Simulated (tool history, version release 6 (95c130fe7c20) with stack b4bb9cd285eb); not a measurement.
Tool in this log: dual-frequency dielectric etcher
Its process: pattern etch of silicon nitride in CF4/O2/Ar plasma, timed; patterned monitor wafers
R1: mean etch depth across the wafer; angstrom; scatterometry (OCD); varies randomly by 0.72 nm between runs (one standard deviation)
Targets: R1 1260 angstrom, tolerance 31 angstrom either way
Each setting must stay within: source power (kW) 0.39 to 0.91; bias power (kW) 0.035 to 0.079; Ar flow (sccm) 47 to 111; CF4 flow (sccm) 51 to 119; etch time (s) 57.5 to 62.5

Run 1, hour 0: source power (kW) 0.65, bias power (kW) 0.057, Ar flow (sccm) 79, CF4 flow (sccm) 85, etch time (s) 62.5. Result: R1 1509.6 angstrom.
Run 2, hour 1.4: source power (kW) 0.63, bias power (kW) 0.057, Ar flow (sccm) 79, CF4 flow (sccm) 85, etch time (s) 62.5. Result: R1 1473.3 angstrom.
Run 3, hour 3.3: source power (kW) 0.62, bias power (kW) 0.057, Ar flow (sccm) 79, CF4 flow (sccm) 85, etch time (s) 62.5. Result: R1 1458.3 angstrom.
Run 4, hour 10: source power (kW) 0.62, bias power (kW) 0.052, Ar flow (sccm) 79, CF4 flow (sccm) 85, etch time (s) 62.5. Result: R1 1404 angstrom.
Run 5, hour 14.3: source power (kW) 0.62, bias power (kW) 0.059, Ar flow (sccm) 79, CF4 flow (sccm) 85, etch time (s) 62.5. Result: R1 1490.6 angstrom.
Run 6, hour 17.5: source power (kW) 0.71, bias power (kW) 0.059, Ar flow (sccm) 79, CF4 flow (sccm) 85, etch time (s) 62.5. Result: R1 1620.6 angstrom.
Run 7, hour 19.8: source power (kW) 0.68, bias power (kW) 0.059, Ar flow (sccm) 79, CF4 flow (sccm) 85, etch time (s) 62.5. Result: R1 1586.2 angstrom.
Run 8, hour 24.4: source power (kW) 0.66, bias power (kW) 0.059, Ar flow (sccm) 79, CF4 flow (sccm) 85, etch time (s) 62.5. Result: R1 1532.5 angstrom.
Run 9, hour 30.1: source power (kW) 0.64, bias power (kW) 0.059, Ar flow (sccm) 79, CF4 flow (sccm) 85, etch time (s) 62.5. Result: R1 1514.6 angstrom.
Run 10, hour 34.9: source power (kW) 0.62, bias power (kW) 0.059, Ar flow (sccm) 79, CF4 flow (sccm) 85, etch time (s) 62.5. Result: R1 1490.4 angstrom.
Run 11, hour 39: source power (kW) 0.6, bias power (kW) 0.059, Ar flow (sccm) 79, CF4 flow (sccm) 85, etch time (s) 62.5. Result: R1 1439.8 angstrom.
Run 12, hour 42.2: source power (kW) 0.59, bias power (kW) 0.059, Ar flow (sccm) 79, CF4 flow (sccm) 85, etch time (s) 62.5. Result: R1 1432 angstrom.

5 next moves are on the table. One of them brings every result within its allowed miss. Which?
Run A, hour 45.4: source power (kW) 0.54, bias power (kW) 0.063, Ar flow (sccm) 83, CF4 flow (sccm) 57, etch time (s) 59. Result: R1 ?.
Run B, hour 45.4: source power (kW) 0.46, bias power (kW) 0.066, Ar flow (sccm) 59, CF4 flow (sccm) 87, etch time (s) 62.5. Result: R1 ?.
Run C, hour 45.4: source power (kW) 0.42, bias power (kW) 0.062, Ar flow (sccm) 68, CF4 flow (sccm) 81, etch time (s) 62.5. Result: R1 ?.
Run D, hour 45.4: source power (kW) 0.79, bias power (kW) 0.053, Ar flow (sccm) 79, CF4 flow (sccm) 92, etch time (s) 59.5. Result: R1 ?.
Run E, hour 45.4: source power (kW) 0.55, bias power (kW) 0.047, Ar flow (sccm) 84, CF4 flow (sccm) 81, etch time (s) 58. Result: R1 ?.

move      R1
   A  1270.2
   B  1336.3
   C  1203.7
   D  1611.5
   E  1135.6
A: meets every target
B: closer than the last run, but not yet in spec
C: takes the result that was furthest off past its target
D: lands further from the targets than the last run did
E: takes the result that was furthest off past its target
The move that meets every target is A.
